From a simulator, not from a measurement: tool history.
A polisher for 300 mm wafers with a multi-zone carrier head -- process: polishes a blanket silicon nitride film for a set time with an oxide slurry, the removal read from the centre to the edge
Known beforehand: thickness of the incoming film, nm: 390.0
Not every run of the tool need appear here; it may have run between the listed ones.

| run | hour | flow of slurry (ml/min) | pressure of the head's centre zone | pressure of the head's middle zone | pressure of the head's edge zone | abrasive content of the slurry | polishing time (s) | film removed at the wafer's centre (nm) | film removed at mid-radius (nm) | film removed at the wafer's edge (nm) |
|---|---|---|---|---|---|---|---|---|---|---|
| 1 | 0.0 | 195 | 1.00 | 1.00 | 1.00 | 1.00 | 37 | 26.407 | 25.258 | 24.631 |
| 2 | 5.2 | 195 | 0.96 | 1.00 | 1.00 | 1.00 | 37 | 25.425 | 25.409 | 25.048 |
| 3 | 11.7 | 195 | 0.89 | 1.00 | 1.00 | 1.00 | 37 | 22.615 | 25.654 | 24.441 |
| 4 | 13.4 | 195 | 0.83 | 1.00 | 1.00 | 1.00 | 37 | 21.626 | 25.831 | 24.423 |
| 5 | 14.2 | 195 | 0.83 | 1.00 | 1.00 | 1.15 | 37 | 22.847 | 26.844 | 26.214 |
| 6 | 23.0 | 200 | 0.85 | 1.02 | 1.00 | 1.20 | 38 | 24.433 | 28.981 | 27.276 |
| 7 | 30.7 | 200 | 0.87 | 1.03 | 1.01 | 1.25 | 39 | 27.032 | 31.001 | 29.148 |

Run 8 is up next; what results do you expect?
| 8 | 37.1 | 200 | 0.88 | 1.04 | 1.02 | 1.30 | 39 | ? | ? | ? |

Run 8 measured film removed at the wafer's centre (nm) 26.677, film removed at mid-radius (nm) 31.644, film removed at the wafer's edge (nm) 29.711.

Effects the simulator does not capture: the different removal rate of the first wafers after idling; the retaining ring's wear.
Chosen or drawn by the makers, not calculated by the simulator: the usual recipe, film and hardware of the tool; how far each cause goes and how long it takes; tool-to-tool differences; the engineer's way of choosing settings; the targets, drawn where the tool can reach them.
